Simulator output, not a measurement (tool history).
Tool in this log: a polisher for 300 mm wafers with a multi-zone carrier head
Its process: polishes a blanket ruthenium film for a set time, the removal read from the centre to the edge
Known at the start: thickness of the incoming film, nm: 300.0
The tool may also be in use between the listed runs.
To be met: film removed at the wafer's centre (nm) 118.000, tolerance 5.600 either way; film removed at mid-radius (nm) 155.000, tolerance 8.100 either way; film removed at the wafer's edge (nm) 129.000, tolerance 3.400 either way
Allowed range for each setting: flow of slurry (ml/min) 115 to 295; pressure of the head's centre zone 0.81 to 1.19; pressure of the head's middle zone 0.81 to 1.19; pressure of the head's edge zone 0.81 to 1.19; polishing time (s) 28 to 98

| run | day | flow of slurry (ml/min) | pressure of the head's centre zone | pressure of the head's middle zone | pressure of the head's edge zone | polishing time (s) | film removed at the wafer's centre (nm) | film removed at mid-radius (nm) | film removed at the wafer's edge (nm) |
|---|---|---|---|---|---|---|---|---|---|
| 1 | 0.000 | 190 | 1.00 | 1.00 | 1.00 | 63 | 91.489 | 91.328 | 87.915 |
| 2 | 0.271 | 230 | 1.00 | 1.00 | 1.00 | 63 | 96.303 | 92.660 | 89.642 |
| 3 | 0.358 | 220 | 0.97 | 1.05 | 1.01 | 70 | 104.870 | 106.520 | 100.670 |
| 4 | 0.583 | 205 | 0.92 | 1.09 | 0.99 | 76 | 104.520 | 117.150 | 106.920 |
| 5 | 0.638 | 205 | 0.92 | 1.09 | 1.05 | 76 | 105.550 | 116.800 | 111.020 |
| 6 | 0.867 | 205 | 0.92 | 1.09 | 1.05 | 89 | 123.160 | 139.180 | 129.410 |
| 7 | 0.892 | 200 | 0.90 | 1.12 | 1.02 | 90 | 123.070 | 144.780 | 127.840 |
| 8 | 1.175 | 200 | 0.88 | 1.14 | 1.02 | 90 | 121.560 | 140.710 | 128.560 |

Which single option among these 5 for the next run brings every result within its allowed miss of target? Just one does.
| A | 1.458 | 180 | 0.92 | 1.19 | 0.97 | 93 | ? | ? | ? |
| B | 1.458 | 180 | 0.84 | 1.19 | 0.97 | 94 | ? | ? | ? |
| C | 1.458 | 205 | 0.88 | 1.10 | 1.03 | 87 | ? | ? | ? |
| D | 1.458 | 210 | 0.89 | 1.07 | 1.16 | 86 | ? | ? | ? |
| E | 1.458 | 220 | 0.92 | 1.09 | 1.10 | 88 | ? | ? | ? |

| move | film removed at the wafer's centre (nm) | film removed at mid-radius (nm) | film removed at the wafer's edge (nm) |
|---|---|---|---|
| A | 128.020 | 156.950 | 128.320 |
| B | 118.110 | 158.710 | 129.700 |
| C | 116.650 | 139.560 | 125.260 |
| D | 116.980 | 135.090 | 131.810 |
| E | 124.540 | 141.210 | 131.770 |
A: puts the biggest miss on target and leaves a different result outside tolerance
B: every result within its allowed miss
C: its largest miss is bigger than the last run's
D: its largest miss is bigger than the last run's
E: just as far off the targets as the last run
B meets every target.
